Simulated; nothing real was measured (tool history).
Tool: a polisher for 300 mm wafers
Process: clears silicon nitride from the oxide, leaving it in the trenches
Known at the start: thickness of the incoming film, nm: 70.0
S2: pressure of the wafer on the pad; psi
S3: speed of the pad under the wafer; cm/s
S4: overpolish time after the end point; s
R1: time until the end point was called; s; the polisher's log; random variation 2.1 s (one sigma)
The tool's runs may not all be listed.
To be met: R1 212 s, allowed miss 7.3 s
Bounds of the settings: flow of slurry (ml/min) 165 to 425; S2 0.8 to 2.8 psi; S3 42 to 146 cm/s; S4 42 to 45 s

Run 1, day 0: flow of slurry (ml/min) 275, S2 1.8 psi, S3 94 cm/s, S4 42 s. Result: R1 110.77 s.
Run 2, day 0.371: flow of slurry (ml/min) 275, S2 1.6 psi, S3 92 cm/s, S4 42 s. Result: R1 127.21 s.
Run 3, day 0.488: flow of slurry (ml/min) 275, S2 1.6 psi, S3 92 cm/s, S4 42 s. Result: R1 128.28 s.
Run 4, day 0.654: flow of slurry (ml/min) 275, S2 1.4 psi, S3 92 cm/s, S4 42 s. Result: R1 143.46 s.
Run 5, day 0.879: flow of slurry (ml/min) 275, S2 1.4 psi, S3 110 cm/s, S4 42 s. Result: R1 122.11 s.
Run 6, day 0.938: flow of slurry (ml/min) 275, S2 1.4 psi, S3 120 cm/s, S4 42 s. Result: R1 113.82 s.
Run 7, day 0.962: flow of slurry (ml/min) 270, S2 1.3 psi, S3 114 cm/s, S4 42 s. Result: R1 127.22 s.
Run 8, day 1.1: flow of slurry (ml/min) 265, S2 1.2 psi, S3 110 cm/s, S4 42 s. Result: R1 143.51 s.
Run 9, day 1.354: flow of slurry (ml/min) 255, S2 1.1 psi, S3 108 cm/s, S4 42 s. Result: R1 157.24 s.
Run 10, day 1.5: flow of slurry (ml/min) 240, S2 0.8 psi, S3 96 cm/s, S4 42 s. Result: R1 245.02 s.
Run 11, day 1.717: flow of slurry (ml/min) 255, S2 0.8 psi, S3 96 cm/s, S4 42 s. Result: R1 235.04 s.

5 next moves are on the table. One of them brings every result within its allowed miss. Which?
Run A, day 1.933: flow of slurry (ml/min) 295, S2 0.8 psi, S3 88 cm/s, S4 42 s. Result: R1 ?.
Run B, day 1.933: flow of slurry (ml/min) 200, S2 0.9 psi, S3 92 cm/s, S4 42 s. Result: R1 ?.
Run C, day 1.933: flow of slurry (ml/min) 275, S2 0.9 psi, S3 90 cm/s, S4 44 s. Result: R1 ?.
Run D, day 1.933: flow of slurry (ml/min) 220, S2 0.8 psi, S3 84 cm/s, S4 42 s. Result: R1 ?.
Run E, day 1.933: flow of slurry (ml/min) 215, S2 0.9 psi, S3 98 cm/s, S4 42 s. Result: R1 ?.

move      R1
   A  254.71
   B  228.24
   C  224.87
   D  273.79
   E  213.49
A: further off than the last run
B: nearer than the last run, and not there yet
C: nearer than the last run, and not there yet
D: further off than the last run
E: meets every target
Move E is the one to make.
